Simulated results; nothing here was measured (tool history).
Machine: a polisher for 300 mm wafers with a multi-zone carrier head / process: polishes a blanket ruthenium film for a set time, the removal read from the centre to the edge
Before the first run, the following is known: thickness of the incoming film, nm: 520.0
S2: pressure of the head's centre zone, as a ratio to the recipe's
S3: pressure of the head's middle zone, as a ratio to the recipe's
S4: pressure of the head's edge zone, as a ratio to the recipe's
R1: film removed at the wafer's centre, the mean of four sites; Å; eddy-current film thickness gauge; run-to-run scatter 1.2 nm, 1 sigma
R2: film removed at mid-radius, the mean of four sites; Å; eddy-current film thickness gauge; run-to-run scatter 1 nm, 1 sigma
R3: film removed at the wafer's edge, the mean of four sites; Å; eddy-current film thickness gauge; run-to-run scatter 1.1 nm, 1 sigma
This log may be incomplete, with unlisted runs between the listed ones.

run 1 day=0 | flow_of_slurry_(ml/min)=180 S2=1 S3=1 S4=1 polishing_time_(s)=89 | R1=1032.7 R2=1027.8 R3=1025.5
run 2 day=0.254 | flow_of_slurry_(ml/min)=175 S2=1 S3=0.97 S4=0.99 polishing_time_(s)=88 | R1=1021 R2=1014.1 R3=998.43
run 3 day=0.35 | flow_of_slurry_(ml/min)=205 S2=1 S3=0.97 S4=0.99 polishing_time_(s)=88 | R1=1046.4 R2=1023 R3=1044.5
run 4 day=0.404 | flow_of_slurry_(ml/min)=200 S2=1.01 S3=0.94 S4=0.99 polishing_time_(s)=86 | R1=1039.9 R2=952.85 R3=1012.1
run 5 day=0.458 | flow_of_slurry_(ml/min)=200 S2=1.01 S3=0.94 S4=0.94 polishing_time_(s)=86 | R1=1056.9 R2=966.68 R3=970
run 6 day=0.496 | flow_of_slurry_(ml/min)=200 S2=1.01 S3=0.94 S4=0.94 polishing_time_(s)=68 | R1=808.67 R2=766.07 R3=767.88

Forecast run 7:
run 7 day=0.804 | flow_of_slurry_(ml/min)=210 S2=1.02 S3=0.94 S4=0.96 polishing_time_(s)=69 | R1=? R2=? R3=?

R1: 859.01 Å
R2: 765.02 Å
R3: 799.37 Å
